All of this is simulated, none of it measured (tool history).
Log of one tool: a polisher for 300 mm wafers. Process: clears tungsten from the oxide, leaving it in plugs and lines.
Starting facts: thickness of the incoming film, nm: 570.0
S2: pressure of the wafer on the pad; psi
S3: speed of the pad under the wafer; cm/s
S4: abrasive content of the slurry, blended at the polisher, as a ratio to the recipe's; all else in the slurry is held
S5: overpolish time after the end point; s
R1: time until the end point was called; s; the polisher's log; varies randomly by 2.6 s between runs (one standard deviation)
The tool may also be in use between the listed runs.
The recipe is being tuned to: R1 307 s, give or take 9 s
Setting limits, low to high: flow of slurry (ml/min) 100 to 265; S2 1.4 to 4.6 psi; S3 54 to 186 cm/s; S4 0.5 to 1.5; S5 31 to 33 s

run 1 day=0 | flow_of_slurry_(ml/min)=170 S2=3 S3=118 S4=1 S5=31 | R1=142.98
run 2 day=0.071 | flow_of_slurry_(ml/min)=170 S2=3 S3=118 S4=1 S5=33 | R1=144.63
run 3 day=0.362 | flow_of_slurry_(ml/min)=170 S2=3 S3=118 S4=0.9 S5=33 | R1=147.39
run 4 day=0.408 | flow_of_slurry_(ml/min)=165 S2=2.6 S3=112 S4=0.9 S5=33 | R1=177.91
run 5 day=0.7 | flow_of_slurry_(ml/min)=125 S2=2.6 S3=112 S4=0.9 S5=33 | R1=185.34
run 6 day=0.762 | flow_of_slurry_(ml/min)=125 S2=2.6 S3=112 S4=1.1 S5=33 | R1=182.37
run 7 day=1.125 | flow_of_slurry_(ml/min)=120 S2=2.3 S3=110 S4=1.1 S5=33 | R1=207.58
run 8 day=1.238 | flow_of_slurry_(ml/min)=115 S2=2 S3=108 S4=1.1 S5=33 | R1=246.68
run 9 day=1.554 | flow_of_slurry_(ml/min)=105 S2=1.4 S3=108 S4=1.1 S5=33 | R1=349.66
run 10 day=1.912 | flow_of_slurry_(ml/min)=115 S2=1.5 S3=108 S4=1.1 S5=33 | R1=317.81
run 11 day=2.258 | flow_of_slurry_(ml/min)=120 S2=1.5 S3=108 S4=1.1 S5=33 | R1=320.12

Of the 5 settings listed for the next run, only one would bring every result within its allowed miss of target. Which one?
run A day=2.604 | flow_of_slurry_(ml/min)=100 S2=1.5 S3=110 S4=1 S5=33 | R1=?
run B day=2.604 | flow_of_slurry_(ml/min)=100 S2=1.7 S3=96 S4=1.2 S5=33 | R1=?
run C day=2.604 | flow_of_slurry_(ml/min)=120 S2=1.4 S3=106 S4=1.25 S5=31 | R1=?
run D day=2.604 | flow_of_slurry_(ml/min)=145 S2=1.8 S3=96 S4=0.8 S5=33 | R1=?
run E day=2.604 | flow_of_slurry_(ml/min)=150 S2=1.5 S3=96 S4=1 S5=33 | R1=?

move=A R1=326.93
move=B R1=320.35
move=C R1=335.11
move=D R1=305.07
move=E R1=347.03
A: further off than the last run
B: as far off as the last run
C: further off than the last run
D: all results in spec
E: further off than the last run
The move that meets every target is D.
